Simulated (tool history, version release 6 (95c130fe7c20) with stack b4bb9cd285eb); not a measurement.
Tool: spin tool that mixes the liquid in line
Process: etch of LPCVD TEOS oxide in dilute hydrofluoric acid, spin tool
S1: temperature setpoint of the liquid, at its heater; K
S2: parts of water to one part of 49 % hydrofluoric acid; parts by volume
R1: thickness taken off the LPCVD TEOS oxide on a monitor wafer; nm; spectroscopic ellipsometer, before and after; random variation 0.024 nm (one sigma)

Run 1, day 0.000: S1 296.15 K, S2 170 parts by volume, time under the liquid (s) 60. Result: R1 5.7983 nm.
Run 2, day 0.296: S1 299.15 K, S2 170 parts by volume, time under the liquid (s) 60. Result: R1 6.4802 nm.
Run 3, day 0.467: S1 299.65 K, S2 170 parts by volume, time under the liquid (s) 60. Result: R1 6.6536 nm.
Run 4, day 0.583: S1 301.15 K, S2 170 parts by volume, time under the liquid (s) 60. Result: R1 7.0047 nm.
Run 5, day 0.879: S1 301.15 K, S2 225 parts by volume, time under the liquid (s) 60. Result: R1 4.9380 nm.
Run 6, day 0.996: S1 301.65 K, S2 220 parts by volume, time under the liquid (s) 60. Result: R1 5.1836 nm.
Run 7, day 1.217: S1 302.15 K, S2 215 parts by volume, time under the liquid (s) 60. Result: R1 5.4170 nm.
Run 8, day 1.412: S1 302.15 K, S2 215 parts by volume, time under the liquid (s) 60. Result: R1 5.4305 nm.
Run 9, day 1.525: S1 302.15 K, S2 210 parts by volume, time under the liquid (s) 60. Result: R1 5.5857 nm.
Run 10, day 1.892: S1 302.15 K, S2 205 parts by volume, time under the liquid (s) 60. Result: R1 5.7841 nm.

The next listed run, before its measurement:
Run 11, day 2.204: S1 302.15 K, S2 205 parts by volume, time under the liquid (s) 60. Result: R1 ?.

{"run 11": {"R1": 5.7929}}

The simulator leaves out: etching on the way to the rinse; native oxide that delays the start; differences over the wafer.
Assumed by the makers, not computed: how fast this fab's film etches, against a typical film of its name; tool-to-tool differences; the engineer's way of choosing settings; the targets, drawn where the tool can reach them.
